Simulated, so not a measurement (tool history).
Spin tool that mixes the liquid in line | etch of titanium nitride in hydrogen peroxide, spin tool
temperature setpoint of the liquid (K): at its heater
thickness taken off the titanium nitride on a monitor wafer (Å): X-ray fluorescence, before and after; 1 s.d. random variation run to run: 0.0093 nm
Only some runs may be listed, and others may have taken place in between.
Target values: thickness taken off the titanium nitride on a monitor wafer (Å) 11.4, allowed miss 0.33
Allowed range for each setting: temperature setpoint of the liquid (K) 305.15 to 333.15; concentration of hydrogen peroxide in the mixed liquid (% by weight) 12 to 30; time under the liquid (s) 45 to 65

run	hour	temperature setpoint of the liquid (K)	concentration of hydrogen peroxide in the mixed liquid (% by weight)	time under the liquid (s)	thickness taken off the titanium nitride on a monitor wafer (Å)
1	0	317.15	23	65	14.385
2	7.5	316.65	23	65	13.956
3	9.6	316.15	23	65	13.55
4	12.3	311.65	23	65	9.4362
5	15.7	305.15	23	65	5.5717
6	21.7	306.65	23	65	6.3386
7	27.2	307.65	23	65	6.8513
8	35.3	315.65	23.5	65	12.949
9	44.3	314.65	23.5	65	11.968

Below are 5 possible settings for the next run. Only one of them brings all results inside the allowed miss of their targets. Which is it?
A	53.3	314.15	22	60	?
B	53.3	315.15	23	65	?
C	53.3	313.65	25.5	65	?
D	53.3	314.65	13.5	65	?
E	53.3	319.65	25	45	?

move	thickness taken off the titanium nitride on a monitor wafer (Å)
A	10.57
B	12.491
C	11.372
D	10.731
E	12.4
A: takes the biggest miss from the last run beyond its target
B: moves away from the targets compared with the last run
C: in spec on every target
D: takes the biggest miss from the last run beyond its target
E: moves away from the targets compared with the last run
Go with C: it meets all targets.

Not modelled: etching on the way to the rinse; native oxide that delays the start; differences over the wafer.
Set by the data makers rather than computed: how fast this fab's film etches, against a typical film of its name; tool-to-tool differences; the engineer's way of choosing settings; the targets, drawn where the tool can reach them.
